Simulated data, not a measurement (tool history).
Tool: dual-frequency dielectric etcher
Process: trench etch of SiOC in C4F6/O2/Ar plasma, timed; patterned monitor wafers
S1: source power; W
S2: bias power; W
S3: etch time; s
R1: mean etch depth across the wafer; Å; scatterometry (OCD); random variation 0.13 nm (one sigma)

| run | hour | S1 | S2 | S3 | R1 |
|---|---|---|---|---|---|
| 1 | 0 | 420 | 212 | 26 | 624.25 |
| 2 | 8 | 400 | 211 | 26 | 619.33 |
| 3 | 8.6 | 380 | 209 | 26 | 609.54 |
| 4 | 14.6 | 360 | 207 | 26 | 605.59 |
| 5 | 16.2 | 360 | 207 | 27 | 627.98 |
| 6 | 20.7 | 360 | 194 | 27 | 614.49 |
| 7 | 21.9 | 340 | 191 | 27 | 600.2 |

The next listed run, before its measurement:
| 8 | 28.7 | 320 | 190 | 27 | ? |

{"run 8": {"R1": 594.87}}
